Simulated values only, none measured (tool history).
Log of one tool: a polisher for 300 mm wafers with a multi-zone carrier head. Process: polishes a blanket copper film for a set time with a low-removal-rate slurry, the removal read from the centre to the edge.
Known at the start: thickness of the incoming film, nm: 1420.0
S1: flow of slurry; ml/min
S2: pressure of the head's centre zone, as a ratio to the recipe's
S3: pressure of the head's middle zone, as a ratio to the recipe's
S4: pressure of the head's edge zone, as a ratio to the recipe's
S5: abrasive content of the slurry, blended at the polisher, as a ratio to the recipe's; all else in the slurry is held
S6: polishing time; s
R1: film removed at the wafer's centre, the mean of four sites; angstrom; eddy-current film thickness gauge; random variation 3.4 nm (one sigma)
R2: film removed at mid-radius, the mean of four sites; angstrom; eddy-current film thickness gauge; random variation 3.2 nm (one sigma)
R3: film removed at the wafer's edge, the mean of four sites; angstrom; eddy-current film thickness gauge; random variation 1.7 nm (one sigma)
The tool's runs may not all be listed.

run    day   S1    S2    S3    S4    S5  S6      R1      R2      R3
  1  0.000  250  1.00  1.00  1.00  1.00  78  1915.4  1862.3  1865.0
  2  0.171  250  1.00  1.00  0.96  1.00  78  1902.6  1793.3  1848.4
  3  0.262  250  1.00  1.00  0.96  0.85  78  1863.1  1758.4  1791.9
  4  0.388  260  1.04  1.00  1.00  1.00  82  2110.4  1952.8  2004.0
  5  0.604  260  1.04  1.00  1.00  1.00  67  1697.8  1599.4  1628.9
  6  0.971  275  1.08  1.00  1.02  1.15  73  1989.5  1835.4  1889.1
  7  1.233  285  1.11  1.01  1.00  1.25  77  2221.0  1964.3  2019.5
  8  1.254  295  1.13  1.02  1.01  1.30  80  2437.5  2133.8  2110.5

Run 9 comes next. What will it give?
  9  1.625  305  1.15  1.02  1.04  1.35  82   ?   ?   ?

R1: 2503.0 angstrom
R2: 2188.5 angstrom
R3: 2219.0 angstrom

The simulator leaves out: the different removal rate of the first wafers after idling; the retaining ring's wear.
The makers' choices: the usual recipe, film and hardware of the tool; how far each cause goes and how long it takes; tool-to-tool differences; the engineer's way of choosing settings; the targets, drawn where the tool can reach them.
